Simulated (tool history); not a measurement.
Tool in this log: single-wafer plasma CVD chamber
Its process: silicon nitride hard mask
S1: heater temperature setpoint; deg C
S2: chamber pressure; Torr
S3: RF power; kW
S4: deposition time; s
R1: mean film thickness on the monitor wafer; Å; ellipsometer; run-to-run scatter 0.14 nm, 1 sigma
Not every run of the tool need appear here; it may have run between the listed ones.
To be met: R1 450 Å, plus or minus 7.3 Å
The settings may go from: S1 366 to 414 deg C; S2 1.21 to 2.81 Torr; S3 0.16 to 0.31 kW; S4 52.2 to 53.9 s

run 1 hour=0 | S1=390 S2=2.01 S3=0.235 S4=52.2 | R1=539.2
run 2 hour=2.5 | S1=390 S2=2.25 S3=0.235 S4=52.2 | R1=553.21
run 3 hour=7.3 | S1=390 S2=2.58 S3=0.235 S4=52.2 | R1=566.53
run 4 hour=9.8 | S1=380 S2=2.58 S3=0.235 S4=52.2 | R1=572.71
run 5 hour=11.4 | S1=372 S2=2.58 S3=0.235 S4=52.2 | R1=576.81
run 6 hour=12.2 | S1=372 S2=2.4 S3=0.225 S4=52.2 | R1=554.44
run 7 hour=17.8 | S1=372 S2=2.24 S3=0.215 S4=52.2 | R1=524.43
run 8 hour=21.7 | S1=372 S2=1.84 S3=0.205 S4=52.2 | R1=488.68
-- hour=23.3 capacitance manometer re-zeroed and calibrated
run 9 hour=23.3 | S1=372 S2=1.75 S3=0.205 S4=52.2 | R1=477.24
run 10 hour=26 | S1=372 S2=1.69 S3=0.205 S4=52.2 | R1=472.9
run 11 hour=31 | S1=372 S2=1.64 S3=0.205 S4=52.2 | R1=473.4
run 12 hour=35 | S1=372 S2=1.59 S3=0.205 S4=52.2 | R1=465.93

Exactly one of the 5 candidate moves below puts every result within its allowed miss. Which one?
run A hour=39 | S1=370 S2=1.47 S3=0.21 S4=53.1 | R1=?
run B hour=39 | S1=372 S2=1.92 S3=0.175 S4=53.3 | R1=?
run C hour=39 | S1=372 S2=1.37 S3=0.21 S4=53.4 | R1=?
run D hour=39 | S1=376 S2=1.55 S3=0.185 S4=52.2 | R1=?
run E hour=39 | S1=376 S2=1.64 S3=0.205 S4=52.2 | R1=?

move=A R1=472.34
move=B R1=450.99
move=C R1=466.53
move=D R1=433.69
move=E R1=468.37
A: misses by more than the last run did
B: hits every target within its allowed miss
C: just as far off the targets as the last run
D: moves the result that the last run missed by most past its target, out the other side
E: misses by more than the last run did
Correct choice: B, which meets every target
